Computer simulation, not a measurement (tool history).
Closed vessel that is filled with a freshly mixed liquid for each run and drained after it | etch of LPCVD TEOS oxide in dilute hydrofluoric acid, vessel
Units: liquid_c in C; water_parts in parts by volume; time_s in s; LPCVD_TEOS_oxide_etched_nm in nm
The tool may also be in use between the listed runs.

run	hour	liquid_c	water_parts	time_s	LPCVD_TEOS_oxide_etched_nm
1	0	25	85	100	72.02
2	5.2	26.5	85	100	75.974
3	11.7	26.5	85	105	80.725
4	16.3	25.5	85	105	77.521
5	20.1	25.5	85	100	74.667
6	24.6	25.5	100	100	60.333
7	31.3	26.5	95	100	67.286
8	39.6	27.5	90	100	73.966
9	41	28.5	85	100	82.808

What will run 10 give?
10	49	29	85	100	?

For run 10 the tool returned LPCVD_TEOS_oxide_etched_nm 85.354 nm.
